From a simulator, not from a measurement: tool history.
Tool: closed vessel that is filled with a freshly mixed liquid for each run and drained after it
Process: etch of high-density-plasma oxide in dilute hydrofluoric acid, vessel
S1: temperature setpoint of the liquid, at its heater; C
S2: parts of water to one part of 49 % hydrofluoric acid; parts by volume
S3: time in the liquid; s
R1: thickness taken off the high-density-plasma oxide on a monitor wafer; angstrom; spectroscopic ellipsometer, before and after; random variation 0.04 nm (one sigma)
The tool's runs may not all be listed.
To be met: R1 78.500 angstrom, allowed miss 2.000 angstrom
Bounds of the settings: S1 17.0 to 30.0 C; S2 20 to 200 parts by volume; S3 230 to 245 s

{"run": 1, "hour": 0.0, "S1": 22.0, "S2": 110, "S3": 230, "R1": 105.53}
{"run": 2, "hour": 2.8, "S1": 22.0, "S2": 110, "S3": 230, "R1": 105.9}
{"run": 3, "hour": 12.0, "S1": 22.0, "S2": 85, "S3": 230, "R1": 141.29}
{"run": 4, "hour": 20.7, "S1": 22.0, "S2": 85, "S3": 230, "R1": 141.4}
{"run": 5, "hour": 29.9, "S1": 20.5, "S2": 95, "S3": 230, "R1": 117.66}
{"run": 6, "hour": 34.3, "S1": 20.5, "S2": 95, "S3": 230, "R1": 117.15}
{"run": 7, "hour": 40.1, "S1": 19.5, "S2": 100, "S3": 230, "R1": 106.56}
{"run": 8, "hour": 41.7, "S1": 17.0, "S2": 125, "S3": 230, "R1": 74.16}
{"run": 9, "hour": 49.4, "S1": 17.5, "S2": 125, "S3": 230, "R1": 75.516}

Which of these 4 next moves meets every target?
{"run": "A", "hour": 57.1, "S1": 19.5, "S2": 125, "S3": 230, "R1": "?"}
{"run": "B", "hour": 57.1, "S1": 18.5, "S2": 120, "S3": 235, "R1": "?"}
{"run": "C", "hour": 57.1, "S1": 18.5, "S2": 135, "S3": 235, "R1": "?"}
{"run": "D", "hour": 57.1, "S1": 21.5, "S2": 140, "S3": 230, "R1": "?"}

move=A R1=82.140
move=B R1=84.366
move=C R1=73.836
move=D R1=78.179
A: takes the result that was furthest off past its target
B: takes the result that was furthest off past its target
C: further off than the last run
D: meets every target
Answer: D
